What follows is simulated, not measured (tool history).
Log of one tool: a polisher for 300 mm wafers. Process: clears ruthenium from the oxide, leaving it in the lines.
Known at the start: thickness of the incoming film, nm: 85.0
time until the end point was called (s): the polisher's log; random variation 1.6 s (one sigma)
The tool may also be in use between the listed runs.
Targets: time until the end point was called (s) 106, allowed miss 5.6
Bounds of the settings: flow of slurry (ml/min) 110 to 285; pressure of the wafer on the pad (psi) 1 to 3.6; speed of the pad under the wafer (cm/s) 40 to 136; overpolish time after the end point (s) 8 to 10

run	hour	flow of slurry (ml/min)	pressure of the wafer on the pad (psi)	speed of the pad under the wafer (cm/s)	overpolish time after the end point (s)	time until the end point was called (s)
1	0	180	2.3	88	10	65.777
2	7	180	2.1	88	10	73.396
3	13.5	180	2.1	98	10	63.31
4	14.8	180	2.1	98	10	65.416
5	23.4	180	1.9	98	10	74.118
6	30.7	180	1.8	98	10	76.535
7	31.8	180	1.7	98	10	81.242
8	33.7	180	1.6	98	10	85.728
9	39.9	180	1.6	98	10	85.575
10	48.4	180	1.5	98	10	90.842
11	53.8	180	1.4	98	10	95.259

Which of these 5 next moves meets every target?
A	59.2	140	1.7	88	8	?
B	59.2	190	1.6	96	10	?
C	59.2	190	1.5	108	8	?
D	59.2	190	1.2	104	10	?
E	59.2	170	1.5	114	10	?

move	time until the end point was called (s)
A	91.677
B	85.953
C	81.759
D	103.7
E	78.812
A: further off than the last run
B: further off than the last run
C: further off than the last run
D: meets every target
E: further off than the last run
Answer: D
